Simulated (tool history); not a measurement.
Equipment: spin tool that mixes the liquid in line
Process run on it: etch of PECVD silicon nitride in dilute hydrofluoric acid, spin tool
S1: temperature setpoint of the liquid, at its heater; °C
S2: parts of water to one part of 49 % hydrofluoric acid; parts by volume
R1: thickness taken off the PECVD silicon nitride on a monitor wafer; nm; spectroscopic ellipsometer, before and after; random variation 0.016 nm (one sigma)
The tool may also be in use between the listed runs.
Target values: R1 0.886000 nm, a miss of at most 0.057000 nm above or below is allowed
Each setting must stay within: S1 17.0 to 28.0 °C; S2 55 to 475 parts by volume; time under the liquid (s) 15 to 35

run 1 hour=0.0 | S1=20.0 S2=265 time_under_the_liquid_(s)=35 | R1=0.304030
run 2 hour=1.5 | S1=20.0 S2=265 time_under_the_liquid_(s)=15 | R1=0.131820
run 3 hour=8.3 | S1=20.0 S2=265 time_under_the_liquid_(s)=15 | R1=0.132050
run 4 hour=15.7 | S1=20.0 S2=350 time_under_the_liquid_(s)=15 | R1=0.098283
run 5 hour=18.5 | S1=20.0 S2=415 time_under_the_liquid_(s)=15 | R1=0.087579
run 6 hour=21.8 | S1=22.0 S2=415 time_under_the_liquid_(s)=15 | R1=0.096188
run 7 hour=23.2 | S1=22.0 S2=415 time_under_the_liquid_(s)=15 | R1=0.094619
run 8 hour=28.8 | S1=26.0 S2=310 time_under_the_liquid_(s)=35 | R1=0.379960
run 9 hour=33.0 | S1=26.5 S2=285 time_under_the_liquid_(s)=35 | R1=0.424380
run 10 hour=35.8 | S1=28.0 S2=180 time_under_the_liquid_(s)=35 | R1=0.728750
run 11 hour=44.3 | S1=28.0 S2=170 time_under_the_liquid_(s)=35 | R1=0.778610
run 12 hour=51.6 | S1=28.0 S2=165 time_under_the_liquid_(s)=35 | R1=0.802100
run 13 hour=55.9 | S1=28.0 S2=165 time_under_the_liquid_(s)=35 | R1=0.805580

Which of these 4 next moves meets every target?
run A hour=60.2 | S1=28.0 S2=135 time_under_the_liquid_(s)=35 | R1=?
run B hour=60.2 | S1=28.0 S2=130 time_under_the_liquid_(s)=35 | R1=?
run C hour=60.2 | S1=28.0 S2=125 time_under_the_liquid_(s)=35 | R1=?
run D hour=60.2 | S1=28.0 S2=150 time_under_the_liquid_(s)=35 | R1=?

move=A R1=0.974670
move=B R1=1.012300
move=C R1=1.052900
move=D R1=0.876740
A: takes the biggest miss from the last run beyond its target
B: takes the biggest miss from the last run beyond its target
C: takes the biggest miss from the last run beyond its target
D: meets every target
The move that meets every target is D.

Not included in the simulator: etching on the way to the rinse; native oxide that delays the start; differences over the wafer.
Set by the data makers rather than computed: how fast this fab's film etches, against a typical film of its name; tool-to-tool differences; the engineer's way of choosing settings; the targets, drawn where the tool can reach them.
